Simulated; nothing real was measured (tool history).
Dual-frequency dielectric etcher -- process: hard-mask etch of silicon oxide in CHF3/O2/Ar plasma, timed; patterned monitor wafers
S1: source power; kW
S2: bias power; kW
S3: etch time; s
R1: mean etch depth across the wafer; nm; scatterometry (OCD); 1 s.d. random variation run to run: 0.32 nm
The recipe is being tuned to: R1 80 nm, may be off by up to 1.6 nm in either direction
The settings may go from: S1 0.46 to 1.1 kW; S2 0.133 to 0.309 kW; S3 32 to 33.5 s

{"run": 1, "hour": 0.0, "S1": 0.78, "S2": 0.221, "S3": 32, "R1": 72.452}
{"run": 2, "hour": 1.5, "S1": 0.78, "S2": 0.186, "S3": 32, "R1": 68.061}
{"run": 3, "hour": 7.0, "S1": 0.78, "S2": 0.151, "S3": 32, "R1": 64.106}
{"run": 4, "hour": 14.7, "S1": 0.86, "S2": 0.165, "S3": 32, "R1": 68.152}
{"run": 5, "hour": 19.0, "S1": 0.92, "S2": 0.176, "S3": 32, "R1": 70.936}
{"run": 6, "hour": 20.8, "S1": 0.96, "S2": 0.186, "S3": 32, "R1": 72.934}
{"run": 7, "hour": 22.5, "S1": 0.99, "S2": 0.195, "S3": 32, "R1": 74.214}
{"run": 8, "hour": 27.7, "S1": 1.01, "S2": 0.204, "S3": 32, "R1": 75.76}
{"run": 9, "hour": 36.2, "S1": 1.03, "S2": 0.21, "S3": 32, "R1": 77.091}
{"run": 10, "hour": 39.2, "S1": 1.05, "S2": 0.214, "S3": 32, "R1": 77.956}

5 next moves are on the table. One of them brings every result within its allowed miss. Which?
{"run": "A", "hour": 42.2, "S1": 1.1, "S2": 0.256, "S3": 32, "R1": "?"}
{"run": "B", "hour": 42.2, "S1": 0.96, "S2": 0.217, "S3": 33.5, "R1": "?"}
{"run": "C", "hour": 42.2, "S1": 1.01, "S2": 0.249, "S3": 33, "R1": "?"}
{"run": "D", "hour": 42.2, "S1": 1.05, "S2": 0.201, "S3": 32, "R1": "?"}
{"run": "E", "hour": 42.2, "S1": 1.1, "S2": 0.235, "S3": 32.5, "R1": "?"}

move=A R1=83.716
move=B R1=79.673
move=C R1=83.299
move=D R1=76.449
move=E R1=82.725
A: the result that was furthest off in the last run now lies on the other side of its target
B: every result within its allowed miss
C: the result that was furthest off in the last run now lies on the other side of its target
D: lands further from the targets than the last run did
E: the result that was furthest off in the last run now lies on the other side of its target
The move that meets every target is B.

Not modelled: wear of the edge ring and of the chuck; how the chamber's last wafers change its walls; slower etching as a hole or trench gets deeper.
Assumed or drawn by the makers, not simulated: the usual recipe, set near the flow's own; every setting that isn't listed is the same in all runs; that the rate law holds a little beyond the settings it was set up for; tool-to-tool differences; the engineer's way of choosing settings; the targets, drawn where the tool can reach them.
